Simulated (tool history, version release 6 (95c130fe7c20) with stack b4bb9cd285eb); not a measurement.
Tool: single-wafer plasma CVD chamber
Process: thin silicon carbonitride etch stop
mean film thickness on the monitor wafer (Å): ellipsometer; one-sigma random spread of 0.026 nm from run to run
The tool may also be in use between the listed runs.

run	hour	RF power (kW)	deposition time (s)	mean film thickness on the monitor wafer (Å)
1	0	0.205	9.65	54.202
2	7.7	0.19	9.65	52.975
3	14.8	0.185	9.53	51.594
4	23.6	0.18	9.46	50.529
5	24.6	0.175	9.42	49.646
6	29.5	0.185	9.42	51.279
7	34.8	0.18	9.37	49.808
8	35.3	0.175	9.35	49.28

Run 9 has not been measured yet. What should we expect?
9	38.3	0.17	9.33	?

{"run 9": {"mean film thickness on the monitor wafer (Å)": 48.765}}

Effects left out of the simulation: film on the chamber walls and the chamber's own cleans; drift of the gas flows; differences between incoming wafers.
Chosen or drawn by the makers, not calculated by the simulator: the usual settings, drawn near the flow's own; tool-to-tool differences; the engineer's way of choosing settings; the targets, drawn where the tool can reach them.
